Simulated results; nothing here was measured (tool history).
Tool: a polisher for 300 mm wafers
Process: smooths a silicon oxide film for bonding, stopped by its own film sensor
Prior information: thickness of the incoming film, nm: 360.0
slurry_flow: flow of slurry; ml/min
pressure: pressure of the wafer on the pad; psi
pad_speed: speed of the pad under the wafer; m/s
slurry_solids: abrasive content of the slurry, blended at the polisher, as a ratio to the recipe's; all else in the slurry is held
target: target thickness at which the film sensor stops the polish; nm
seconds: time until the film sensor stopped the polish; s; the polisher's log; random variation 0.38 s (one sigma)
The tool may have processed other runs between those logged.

Run 1, day 0: slurry_flow 135 ml/min, pressure 2.6 psi, pad_speed 0.72 m/s, slurry_solids 1, target 329 nm. Result: seconds 44.882 s.
Run 2, day 0.121: slurry_flow 135 ml/min, pressure 2.6 psi, pad_speed 0.72 m/s, slurry_solids 1, target 329 nm. Result: seconds 45.644 s.
Run 3, day 0.475: slurry_flow 135 ml/min, pressure 2.6 psi, pad_speed 0.72 m/s, slurry_solids 1, target 332 nm. Result: seconds 40.738 s.
Run 4, day 0.558: slurry_flow 135 ml/min, pressure 2.9 psi, pad_speed 0.72 m/s, slurry_solids 1, target 332 nm. Result: seconds 36.587 s.
Run 5, day 0.629: slurry_flow 140 ml/min, pressure 3 psi, pad_speed 0.72 m/s, slurry_solids 1, target 332 nm. Result: seconds 35.259 s.
Run 6, day 0.921: slurry_flow 160 ml/min, pressure 3 psi, pad_speed 0.72 m/s, slurry_solids 1, target 332 nm. Result: seconds 33.822 s.
Run 7, day 0.971: slurry_flow 165 ml/min, pressure 3 psi, pad_speed 0.72 m/s, slurry_solids 1, target 332 nm. Result: seconds 34.439 s.
Run 8, day 1.138: slurry_flow 165 ml/min, pressure 3 psi, pad_speed 0.72 m/s, slurry_solids 1, target 332 nm. Result: seconds 34.4 s.

Predict the results of run 9:
Run 9, day 1.421: slurry_flow 165 ml/min, pressure 3.1 psi, pad_speed 0.72 m/s, slurry_solids 1, target 332 nm. Result: seconds ?.

seconds: 33.525 s
